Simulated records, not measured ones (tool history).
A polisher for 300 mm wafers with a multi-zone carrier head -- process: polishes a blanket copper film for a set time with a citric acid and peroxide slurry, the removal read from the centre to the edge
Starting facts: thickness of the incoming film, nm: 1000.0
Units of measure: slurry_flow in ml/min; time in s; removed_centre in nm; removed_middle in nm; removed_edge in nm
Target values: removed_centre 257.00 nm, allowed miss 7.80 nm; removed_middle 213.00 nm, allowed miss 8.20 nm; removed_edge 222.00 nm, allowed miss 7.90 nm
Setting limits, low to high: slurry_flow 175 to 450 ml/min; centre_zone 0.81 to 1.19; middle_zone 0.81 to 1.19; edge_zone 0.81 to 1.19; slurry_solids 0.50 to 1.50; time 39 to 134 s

Run 1, day 0.000: slurry_flow 290 ml/min, centre_zone 1.00, middle_zone 1.00, edge_zone 1.00, slurry_solids 1.00, time 86 s. Result: removed_centre 253.53 nm, removed_middle 248.92 nm, removed_edge 245.18 nm.
Run 2, day 0.229: slurry_flow 290 ml/min, centre_zone 1.00, middle_zone 1.00, edge_zone 1.00, slurry_solids 1.10, time 86 s. Result: removed_centre 258.84 nm, removed_middle 257.77 nm, removed_edge 252.56 nm.
Run 3, day 0.283: slurry_flow 290 ml/min, centre_zone 1.01, middle_zone 0.98, edge_zone 0.98, slurry_solids 1.05, time 86 s. Result: removed_centre 258.16 nm, removed_middle 247.83 nm, removed_edge 248.94 nm.
Run 4, day 0.346: slurry_flow 290 ml/min, centre_zone 0.96, middle_zone 0.98, edge_zone 0.98, slurry_solids 1.05, time 86 s. Result: removed_centre 247.49 nm, removed_middle 250.10 nm, removed_edge 249.15 nm.
Run 5, day 0.621: slurry_flow 290 ml/min, centre_zone 0.98, middle_zone 0.97, edge_zone 0.97, slurry_solids 1.00, time 86 s. Result: removed_centre 246.52 nm, removed_middle 246.66 nm, removed_edge 246.61 nm.
Run 6, day 0.912: slurry_flow 290 ml/min, centre_zone 1.00, middle_zone 0.96, edge_zone 0.97, slurry_solids 0.95, time 86 s. Result: removed_centre 254.98 nm, removed_middle 236.46 nm, removed_edge 237.48 nm.
Run 7, day 1.150: slurry_flow 285 ml/min, centre_zone 1.00, middle_zone 0.95, edge_zone 0.97, slurry_solids 0.95, time 86 s. Result: removed_centre 250.17 nm, removed_middle 235.04 nm, removed_edge 240.91 nm.
Run 8, day 1.283: slurry_flow 285 ml/min, centre_zone 1.00, middle_zone 0.95, edge_zone 0.97, slurry_solids 0.95, time 86 s. Result: removed_centre 250.01 nm, removed_middle 239.97 nm, removed_edge 236.40 nm.
Run 9, day 1.404: slurry_flow 290 ml/min, centre_zone 1.01, middle_zone 0.93, edge_zone 0.98, slurry_solids 0.95, time 86 s. Result: removed_centre 251.03 nm, removed_middle 234.38 nm, removed_edge 240.46 nm.

Exactly one of the 4 candidate moves below puts every result within its allowed miss. Which one?
Run A, day 1.525: slurry_flow 265 ml/min, centre_zone 1.00, middle_zone 0.97, edge_zone 1.00, slurry_solids 0.90, time 85 s. Result: removed_centre ?, removed_middle ?, removed_edge ?.
Run B, day 1.525: slurry_flow 340 ml/min, centre_zone 1.01, middle_zone 0.98, edge_zone 1.11, slurry_solids 0.85, time 84 s. Result: removed_centre ?, removed_middle ?, removed_edge ?.
Run C, day 1.525: slurry_flow 245 ml/min, centre_zone 1.09, middle_zone 0.90, edge_zone 0.92, slurry_solids 0.75, time 87 s. Result: removed_centre ?, removed_middle ?, removed_edge ?.
Run D, day 1.525: slurry_flow 255 ml/min, centre_zone 1.03, middle_zone 0.82, edge_zone 0.97, slurry_solids 1.00, time 87 s. Result: removed_centre ?, removed_middle ?, removed_edge ?.

move  removed_centre  removed_middle  removed_edge
   A          242.25          230.20        236.16
   B          244.02          231.09        243.58
   C          255.31          209.84        222.92
   D          260.57          209.64        245.10
A: moves toward the targets from the last run without getting all of them in spec
B: roughly where the last run was
C: all results in spec
D: the furthest-off result lands on target, but another misses its tolerance
The move that meets every target is C.
